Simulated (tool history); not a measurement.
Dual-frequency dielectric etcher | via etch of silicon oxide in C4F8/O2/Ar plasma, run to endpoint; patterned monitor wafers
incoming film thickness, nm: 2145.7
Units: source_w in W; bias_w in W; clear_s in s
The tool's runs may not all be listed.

{"run": 1, "hour": 0.0, "source_w": 1970, "bias_w": 2431, "clear_s": 414.49}
{"run": 2, "hour": 8.3, "source_w": 1970, "bias_w": 2617, "clear_s": 403.73}
{"run": 3, "hour": 15.1, "source_w": 1740, "bias_w": 2617, "clear_s": 428.22}
{"run": 4, "hour": 21.1, "source_w": 1940, "bias_w": 2679, "clear_s": 402.2}
{"run": 5, "hour": 26.2, "source_w": 1940, "bias_w": 3028, "clear_s": 385.75}
{"run": 6, "hour": 27.3, "source_w": 2030, "bias_w": 3056, "clear_s": 370}
{"run": 7, "hour": 32.9, "source_w": 2070, "bias_w": 3065, "clear_s": 371.81}

The next listed run, before its measurement:
{"run": 8, "hour": 35.8, "source_w": 2120, "bias_w": 3081, "clear_s": "?"}

clear_s: 364.98 s
